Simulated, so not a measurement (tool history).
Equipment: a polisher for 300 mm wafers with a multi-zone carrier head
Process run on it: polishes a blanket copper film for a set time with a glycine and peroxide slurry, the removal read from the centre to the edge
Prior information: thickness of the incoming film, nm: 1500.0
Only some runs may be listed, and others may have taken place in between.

run  hour  flow of slurry (ml/min)  pressure of the head's centre zone  pressure of the head's middle zone  pressure of the head's edge zone  polishing time (s)  film removed at the wafer's centre (angstrom)  film removed at mid-radius (angstrom)  film removed at the wafer's edge (angstrom)
  1   0.0                      200                                1.00                                1.00                              1.00                  87                                         4065.8                                 4199.2                                       4147.4
  2   1.4                      200                                1.00                                1.00                              1.00                  98                                         4540.4                                 4607.6                                       4619.8
  3   7.9                      190                                0.96                                0.97                              1.01                  97                                         4297.3                                 4445.7                                       4608.3
  4  12.7                      190                                1.03                                0.97                              1.01                  97                                         4642.2                                 4380.4                                       4648.7
  5  17.9                      190                                1.03                                0.92                              1.01                  97                                         4612.0                                 4243.9                                       4734.5
  6  23.7                      190                                1.08                                0.92                              1.01                  97                                         4814.3                                 4298.2                                       4640.8
  7  29.6                      180                                1.02                                0.92                              1.01                  95                                         4408.0                                 4197.7                                       4434.3
  8  33.4                      175                                0.97                                0.89                              1.04                  94                                         4079.0                                 4041.6                                       4519.3
  9  39.5                      165                                0.94                                0.87                              1.04                  94                                         3931.0                                 3911.4                                       4499.7
 10  42.1                      160                                0.91                                0.87                              1.04                  94                                         3804.6                                 3831.8                                       4432.4

For run 11, what comes out?
 11  47.2                      155                                0.89                                0.87                              1.05                  94                                              ?                                      ?                                            ?

{"run 11": {"film removed at the wafer's centre (angstrom)": 3719.7, "film removed at mid-radius (angstrom)": 3898.7, "film removed at the wafer's edge (angstrom)": 4365.4}}

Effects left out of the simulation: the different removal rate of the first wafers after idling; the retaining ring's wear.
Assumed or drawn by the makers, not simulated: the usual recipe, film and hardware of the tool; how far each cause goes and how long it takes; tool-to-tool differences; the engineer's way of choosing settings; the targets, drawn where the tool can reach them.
